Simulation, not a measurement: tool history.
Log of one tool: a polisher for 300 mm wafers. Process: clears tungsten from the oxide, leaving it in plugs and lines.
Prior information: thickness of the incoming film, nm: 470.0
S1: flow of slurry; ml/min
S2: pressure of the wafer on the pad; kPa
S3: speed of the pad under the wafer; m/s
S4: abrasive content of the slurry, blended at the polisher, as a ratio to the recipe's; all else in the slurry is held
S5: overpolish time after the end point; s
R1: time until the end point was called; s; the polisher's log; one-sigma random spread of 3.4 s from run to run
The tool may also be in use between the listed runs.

| run | hour | S1 | S2 | S3 | S4 | S5 | R1 |
|---|---|---|---|---|---|---|---|
| 1 | 0.0 | 210 | 25.5 | 1.22 | 1.00 | 10 | 95.172 |
| 2 | 2.9 | 210 | 22.8 | 1.18 | 1.00 | 10 | 104.320 |
| 3 | 7.0 | 260 | 22.8 | 1.18 | 1.00 | 10 | 99.368 |
| 4 | 8.6 | 260 | 22.8 | 1.18 | 1.15 | 10 | 98.523 |
| 5 | 14.8 | 255 | 20.7 | 1.12 | 1.15 | 10 | 111.280 |
| 6 | 16.0 | 255 | 20.7 | 1.12 | 1.05 | 10 | 111.570 |
| 7 | 16.8 | 250 | 18.6 | 1.06 | 1.05 | 10 | 124.460 |
| 8 | 19.3 | 245 | 17.2 | 1.00 | 1.05 | 10 | 137.340 |
| 9 | 25.0 | 245 | 15.9 | 0.96 | 1.05 | 10 | 158.670 |
| 10 | 27.1 | 240 | 15.2 | 0.96 | 1.05 | 10 | 155.430 |

The next listed run, before its measurement:
| 11 | 30.6 | 240 | 14.5 | 0.94 | 1.05 | 10 | ? |

R1: 164.170 s
